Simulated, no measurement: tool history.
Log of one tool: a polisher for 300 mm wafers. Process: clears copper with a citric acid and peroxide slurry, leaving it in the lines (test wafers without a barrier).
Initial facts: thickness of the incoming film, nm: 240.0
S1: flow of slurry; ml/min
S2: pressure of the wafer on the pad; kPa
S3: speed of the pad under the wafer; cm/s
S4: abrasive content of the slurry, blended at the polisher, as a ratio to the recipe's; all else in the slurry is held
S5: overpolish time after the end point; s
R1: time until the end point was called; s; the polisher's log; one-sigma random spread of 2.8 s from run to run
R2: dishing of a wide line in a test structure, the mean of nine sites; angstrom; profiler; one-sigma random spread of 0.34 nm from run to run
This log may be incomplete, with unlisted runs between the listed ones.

run,day,S1,S2,S3,S4,S5,R1,R2
1,0.000,220,17.2,126,1.0,12,95.859,217.81
2,0.325,220,20.0,126,1.0,12,87.352,246.37
3,0.479,220,18.6,124,1.0,12,90.878,234.42
4,0.600,180,18.6,124,1.0,12,92.563,221.88
5,0.804,180,17.2,122,1.0,12,101.630,213.61
6,0.929,180,16.5,122,1.0,12,104.130,211.54

For run 7, what comes out?
7,1.062,180,11.7,116,1.0,14,?,?

For run 7 the tool returned R1 135.060 s, R2 189.38 angstrom.

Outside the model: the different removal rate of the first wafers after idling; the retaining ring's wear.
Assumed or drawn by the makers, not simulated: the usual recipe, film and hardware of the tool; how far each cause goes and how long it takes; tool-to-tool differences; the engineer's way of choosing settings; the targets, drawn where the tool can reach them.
